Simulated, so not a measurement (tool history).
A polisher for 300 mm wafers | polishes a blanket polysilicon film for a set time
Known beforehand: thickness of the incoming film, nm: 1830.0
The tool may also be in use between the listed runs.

| run | day | flow of slurry (ml/min) | pressure of the wafer on the pad (kPa) | speed of the pad under the wafer (cm/s) | polishing time (s) | film removed (nm) |
|---|---|---|---|---|---|---|
| 1 | 0 | 160 | 15.9 | 84 | 94 | 616.61 |
| 2 | 0.125 | 160 | 20 | 84 | 94 | 715.37 |
| 3 | 0.346 | 160 | 20 | 100 | 94 | 848.12 |
| 4 | 0.492 | 160 | 20 | 100 | 94 | 850.68 |
| 5 | 0.554 | 185 | 20 | 100 | 94 | 859.05 |
| 6 | 0.592 | 185 | 20.7 | 100 | 94 | 896.28 |
| 7 | 0.621 | 190 | 21.4 | 100 | 94 | 900.22 |
| 8 | 0.892 | 190 | 22.1 | 100 | 94 | 929.57 |

Run 9 comes next. What will it give?
| 9 | 0.946 | 220 | 23.4 | 100 | 94 | ? |

{"run 9": {"film removed (nm)": 982.17}}
